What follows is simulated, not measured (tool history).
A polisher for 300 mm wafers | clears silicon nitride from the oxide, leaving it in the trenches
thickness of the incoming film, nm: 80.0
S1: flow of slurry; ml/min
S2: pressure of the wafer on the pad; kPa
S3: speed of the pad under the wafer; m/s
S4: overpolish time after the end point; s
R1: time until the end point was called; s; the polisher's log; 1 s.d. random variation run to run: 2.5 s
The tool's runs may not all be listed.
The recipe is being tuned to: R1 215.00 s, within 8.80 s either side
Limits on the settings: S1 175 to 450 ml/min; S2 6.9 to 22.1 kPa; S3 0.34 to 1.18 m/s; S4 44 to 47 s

Run 1, hour 0.0: S1 290 ml/min, S2 14.5 kPa, S3 0.76 m/s, S4 44 s. Result: R1 138.18 s.
Run 2, hour 4.0: S1 290 ml/min, S2 14.5 kPa, S3 0.76 m/s, S4 47 s. Result: R1 139.42 s.
Run 3, hour 11.9: S1 290 ml/min, S2 14.5 kPa, S3 0.92 m/s, S4 47 s. Result: R1 120.43 s.
Run 4, hour 15.3: S1 235 ml/min, S2 14.5 kPa, S3 0.92 m/s, S4 47 s. Result: R1 126.03 s.
Run 5, hour 16.3: S1 235 ml/min, S2 14.5 kPa, S3 0.74 m/s, S4 47 s. Result: R1 143.92 s.
Run 6, hour 19.2: S1 235 ml/min, S2 17.2 kPa, S3 0.74 m/s, S4 47 s. Result: R1 123.09 s.
Run 7, hour 24.5: S1 235 ml/min, S2 15.2 kPa, S3 0.72 m/s, S4 47 s. Result: R1 139.82 s.
Run 8, hour 25.5: S1 235 ml/min, S2 13.8 kPa, S3 0.70 m/s, S4 47 s. Result: R1 156.62 s.
Run 9, hour 32.8: S1 235 ml/min, S2 12.4 kPa, S3 0.70 m/s, S4 47 s. Result: R1 170.48 s.
Run 10, hour 33.4: S1 235 ml/min, S2 11.7 kPa, S3 0.70 m/s, S4 47 s. Result: R1 176.63 s.
Run 11, hour 36.7: S1 235 ml/min, S2 11.7 kPa, S3 0.70 m/s, S4 47 s. Result: R1 173.28 s.
Run 12, hour 39.1: S1 235 ml/min, S2 11.0 kPa, S3 0.70 m/s, S4 47 s. Result: R1 183.14 s.
Run 13, hour 39.8: S1 235 ml/min, S2 10.3 kPa, S3 0.70 m/s, S4 47 s. Result: R1 197.45 s.

Consider the 4 candidate settings below. Which is the only one whose results all fall within their allowed miss of target?
Run A, hour 40.5: S1 180 ml/min, S2 9.0 kPa, S3 0.94 m/s, S4 47 s. Result: R1 ?.
Run B, hour 40.5: S1 260 ml/min, S2 11.0 kPa, S3 0.64 m/s, S4 44 s. Result: R1 ?.
Run C, hour 40.5: S1 330 ml/min, S2 12.4 kPa, S3 0.48 m/s, S4 47 s. Result: R1 ?.
Run D, hour 40.5: S1 185 ml/min, S2 10.3 kPa, S3 0.62 m/s, S4 44 s. Result: R1 ?.

move      R1
   A  195.05
   B  198.65
   C  204.43
   D  221.51
A: lands further from the targets than the last run did
B: moves toward the targets from the last run without getting all of them in spec
C: moves toward the targets from the last run without getting all of them in spec
D: in spec on every target
Correct choice: D, which meets every target

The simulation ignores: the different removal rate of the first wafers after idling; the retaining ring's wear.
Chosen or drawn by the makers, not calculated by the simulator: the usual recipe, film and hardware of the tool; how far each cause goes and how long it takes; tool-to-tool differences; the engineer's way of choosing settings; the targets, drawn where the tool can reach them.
